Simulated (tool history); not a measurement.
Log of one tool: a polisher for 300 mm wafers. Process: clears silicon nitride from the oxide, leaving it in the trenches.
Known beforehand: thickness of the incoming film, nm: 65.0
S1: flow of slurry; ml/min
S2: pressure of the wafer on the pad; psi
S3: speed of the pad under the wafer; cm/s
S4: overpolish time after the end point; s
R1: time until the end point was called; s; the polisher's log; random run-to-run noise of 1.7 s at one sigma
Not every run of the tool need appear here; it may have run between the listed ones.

Run 1, hour 0.0: S1 225 ml/min, S2 1.7 psi, S3 90 cm/s, S4 5 s. Result: R1 126.39 s.
Run 2, hour 2.8: S1 220 ml/min, S2 1.5 psi, S3 90 cm/s, S4 5 s. Result: R1 141.92 s.
Run 3, hour 10.1: S1 220 ml/min, S2 1.5 psi, S3 90 cm/s, S4 5 s. Result: R1 142.70 s.
Run 4, hour 16.5: S1 220 ml/min, S2 1.5 psi, S3 102 cm/s, S4 5 s. Result: R1 131.77 s.
Run 5, hour 19.2: S1 220 ml/min, S2 1.5 psi, S3 82 cm/s, S4 5 s. Result: R1 151.06 s.
Run 6, hour 24.8: S1 220 ml/min, S2 1.5 psi, S3 82 cm/s, S4 5 s. Result: R1 150.71 s.

Predict the results of run 7:
Run 7, hour 28.3: S1 215 ml/min, S2 1.4 psi, S3 82 cm/s, S4 5 s. Result: R1 ?.

R1: 161.55 s
